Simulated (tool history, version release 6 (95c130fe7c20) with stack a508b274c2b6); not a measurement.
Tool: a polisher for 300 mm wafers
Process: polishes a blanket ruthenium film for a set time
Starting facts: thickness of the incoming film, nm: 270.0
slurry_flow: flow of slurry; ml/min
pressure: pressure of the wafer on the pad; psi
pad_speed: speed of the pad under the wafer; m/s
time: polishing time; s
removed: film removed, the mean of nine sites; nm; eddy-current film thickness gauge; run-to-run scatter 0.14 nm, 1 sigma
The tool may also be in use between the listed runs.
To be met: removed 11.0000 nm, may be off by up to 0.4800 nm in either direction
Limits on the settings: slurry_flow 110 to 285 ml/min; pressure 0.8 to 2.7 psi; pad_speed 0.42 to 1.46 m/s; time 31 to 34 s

run  hour  slurry_flow  pressure  pad_speed  time  removed
  1   0.0          180       1.7       0.94    34  29.9760
  2   7.7          180       1.9       0.94    34  33.3240
  3  11.7          180       1.6       0.82    33  24.6220
  4  20.7          180       1.6       0.82    34  25.5830
  5  24.8          180       1.4       0.72    33  19.1450
  6  31.3          180       1.2       0.68    33  15.6130
  7  37.9          175       0.8       0.62    33   9.8561
  8  44.9          180       0.8       0.62    33   9.7826

Exercise: of the 4 proposed moves below, exactly one satisfies all targets within the stated allowed misses. Which move is it?
  A  51.9          110       0.8       0.64    32        ?
  B  51.9          200       0.9       0.52    31        ?
  C  51.9          120       1.1       0.52    34        ?
  D  51.9          145       0.9       0.54    32        ?

move  removed
   A   8.7275
   B   8.8918
   C  10.6980
   D   8.9779
A: its largest miss is bigger than the last run's
B: its largest miss is bigger than the last run's
C: hits every target within its allowed miss
D: its largest miss is bigger than the last run's
Go with C: it meets all targets.
